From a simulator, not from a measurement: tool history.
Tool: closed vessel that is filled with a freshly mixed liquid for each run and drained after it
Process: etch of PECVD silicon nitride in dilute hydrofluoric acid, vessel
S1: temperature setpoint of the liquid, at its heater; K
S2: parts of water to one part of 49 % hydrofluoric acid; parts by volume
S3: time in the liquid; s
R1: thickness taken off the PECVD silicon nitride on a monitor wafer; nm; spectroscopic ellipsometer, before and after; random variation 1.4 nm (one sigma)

run 1 hour=0.0 | S1=295.15 S2=90 S3=1280 | R1=67.301
run 2 hour=1.8 | S1=296.65 S2=80 S3=1280 | R1=84.418
run 3 hour=2.5 | S1=298.15 S2=75 S3=1280 | R1=98.320
run 4 hour=8.6 | S1=298.15 S2=75 S3=1370 | R1=104.090
run 5 hour=11.9 | S1=300.65 S2=75 S3=1370 | R1=122.850
run 6 hour=19.4 | S1=301.15 S2=70 S3=1370 | R1=137.400
run 7 hour=22.2 | S1=301.65 S2=65 S3=1370 | R1=151.690
run 8 hour=28.9 | S1=301.65 S2=65 S3=1370 | R1=150.780

Run 9 comes next. What will it give?
run 9 hour=34.8 | S1=303.15 S2=50 S3=1370 | R1=?

Run 9 gave R1 218.550 nm.
